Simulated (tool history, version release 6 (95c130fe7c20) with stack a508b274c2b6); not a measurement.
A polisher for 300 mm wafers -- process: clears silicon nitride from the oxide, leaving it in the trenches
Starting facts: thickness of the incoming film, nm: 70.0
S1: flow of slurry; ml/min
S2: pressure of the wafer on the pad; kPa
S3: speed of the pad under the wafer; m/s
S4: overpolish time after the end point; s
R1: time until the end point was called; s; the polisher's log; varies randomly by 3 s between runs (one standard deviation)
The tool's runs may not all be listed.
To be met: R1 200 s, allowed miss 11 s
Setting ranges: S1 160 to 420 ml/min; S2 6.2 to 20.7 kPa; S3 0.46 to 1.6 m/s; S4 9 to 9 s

run,day,S1,S2,S3,S4,R1
1,0,270,13.1,1.02,9,128.26
2,0.292,270,11.7,1,9,144.5
3,0.638,270,10.3,1,9,161.67
4,0.95,270,9.7,1,9,171.38
5,1.254,270,9.7,1,9,172.76
6,1.317,270,9.7,1.14,9,152.48
7,1.546,270,9,1.14,9,167.8
8,1.604,270,8.3,1.14,9,176.78

4 candidate next runs follow, results not yet known. Just one meets every target within its allowed miss. Identify it.
A,1.662,310,9,1.16,9,?
B,1.662,310,15.9,0.8,9,?
C,1.662,295,8.3,1.2,9,?
D,1.662,335,7.6,1.06,9,?

move,R1
A,162.21
B,128.95
C,170.7
D,204.56
A: the biggest miss grows against the last run
B: the biggest miss grows against the last run
C: the biggest miss grows against the last run
D: in spec on every target
Move D is the one to make.

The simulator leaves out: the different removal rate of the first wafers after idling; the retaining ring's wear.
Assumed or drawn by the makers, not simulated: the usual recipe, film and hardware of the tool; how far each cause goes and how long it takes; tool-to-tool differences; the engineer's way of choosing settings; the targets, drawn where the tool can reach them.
